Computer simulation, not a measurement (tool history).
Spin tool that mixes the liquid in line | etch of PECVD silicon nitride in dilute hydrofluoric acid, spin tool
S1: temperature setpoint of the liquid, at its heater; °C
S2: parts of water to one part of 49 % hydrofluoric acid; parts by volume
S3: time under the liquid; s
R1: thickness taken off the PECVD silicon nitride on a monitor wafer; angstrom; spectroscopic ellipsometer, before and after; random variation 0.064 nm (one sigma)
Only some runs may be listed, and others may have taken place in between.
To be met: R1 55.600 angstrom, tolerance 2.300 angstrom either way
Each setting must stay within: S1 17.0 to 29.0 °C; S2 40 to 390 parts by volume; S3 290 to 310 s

run,hour,S1,S2,S3,R1
1,0.0,21.0,215,290,39.221
2,7.4,21.0,215,290,38.843
3,10.2,21.5,215,290,40.117
4,13.7,21.5,215,290,40.044
5,16.6,21.5,245,290,35.649
6,21.7,22.5,245,290,38.419
7,26.4,23.0,245,290,39.234
8,34.8,23.5,245,290,39.934
9,41.1,24.0,245,290,41.638
10,49.8,24.5,245,290,42.989
11,58.4,25.0,245,290,44.119
12,59.0,25.5,245,290,45.962
13,66.2,26.0,245,290,47.286
14,70.6,26.5,245,290,48.111
15,73.9,27.0,245,290,49.734
16,78.5,28.0,245,290,52.914

Which single option among these 4 for the next run brings every result within its allowed miss of target? Just one does.
A,83.1,29.0,250,295,?
B,83.1,29.0,240,310,?
C,83.1,29.0,245,310,?
D,83.1,27.5,220,310,?

move,R1
A,55.965
B,61.308
C,60.034
D,61.191
A: each result inside its tolerance
B: pushes the last run's worst result past its target
C: pushes the last run's worst result past its target
D: pushes the last run's worst result past its target
The move that meets every target is A.
